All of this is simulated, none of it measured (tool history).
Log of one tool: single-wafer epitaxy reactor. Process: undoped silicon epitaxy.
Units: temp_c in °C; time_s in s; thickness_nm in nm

run,hour,temp_c,time_s,thickness_nm
1,0.0,630,339,33.366
2,1.4,628,339,31.615
3,3.2,627,339,30.665
4,9.2,627,357,32.655
5,15.8,627,403,36.720
6,22.4,627,436,39.619
7,29.5,622,436,34.826

Run 8 comes next. What will it give?
8,35.8,620,436,?

Run 8 gave thickness_nm 32.886 nm.

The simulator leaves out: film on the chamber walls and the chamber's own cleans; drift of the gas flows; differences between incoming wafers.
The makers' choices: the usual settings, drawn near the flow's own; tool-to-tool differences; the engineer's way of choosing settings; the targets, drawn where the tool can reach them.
